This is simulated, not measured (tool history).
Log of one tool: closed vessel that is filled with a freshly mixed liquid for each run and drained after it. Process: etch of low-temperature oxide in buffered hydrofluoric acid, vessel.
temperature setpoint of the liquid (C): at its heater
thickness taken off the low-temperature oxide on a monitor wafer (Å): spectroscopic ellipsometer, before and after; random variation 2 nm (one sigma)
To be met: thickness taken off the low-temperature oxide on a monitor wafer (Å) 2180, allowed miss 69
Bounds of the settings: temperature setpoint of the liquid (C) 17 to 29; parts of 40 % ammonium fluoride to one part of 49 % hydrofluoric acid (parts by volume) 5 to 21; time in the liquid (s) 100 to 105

| run | day | temperature setpoint of the liquid (C) | parts of 40 % ammonium fluoride to one part of 49 % hydrofluoric acid (parts by volume) | time in the liquid (s) | thickness taken off the low-temperature oxide on a monitor wafer (Å) |
|---|---|---|---|---|---|
| 1 | 0 | 21 | 13 | 100 | 1997.4 |
| 2 | 0.329 | 20 | 13 | 100 | 1943.5 |
| 3 | 0.496 | 20 | 13 | 105 | 1982 |
| 4 | 0.55 | 17 | 13 | 105 | 1691.7 |
| 5 | 0.738 | 17 | 13 | 105 | 1680.4 |
| 6 | 1.021 | 18 | 13 | 105 | 1802.1 |
| 7 | 1.05 | 19 | 13 | 105 | 1893.7 |
| 8 | 1.179 | 19.5 | 13 | 105 | 1941.8 |
| 9 | 1.529 | 20 | 13 | 105 | 2014.9 |
| 10 | 1.796 | 20.5 | 13 | 105 | 2055.8 |

4 next moves are on the table. One of them brings every result within its allowed miss. Which?
| A | 2.062 | 18.5 | 12 | 105 | ? |
| B | 2.062 | 24.5 | 15.5 | 105 | ? |
| C | 2.062 | 23 | 15.5 | 105 | ? |
| D | 2.062 | 19 | 9.5 | 100 | ? |

| move | thickness taken off the low-temperature oxide on a monitor wafer (Å) |
|---|---|
| A | 1998.2 |
| B | 2169.5 |
| C | 1998.5 |
| D | 2372.2 |
A: further off than the last run
B: meets every target
C: further off than the last run
D: takes the result that was furthest off past its target
Move B is the one to make.

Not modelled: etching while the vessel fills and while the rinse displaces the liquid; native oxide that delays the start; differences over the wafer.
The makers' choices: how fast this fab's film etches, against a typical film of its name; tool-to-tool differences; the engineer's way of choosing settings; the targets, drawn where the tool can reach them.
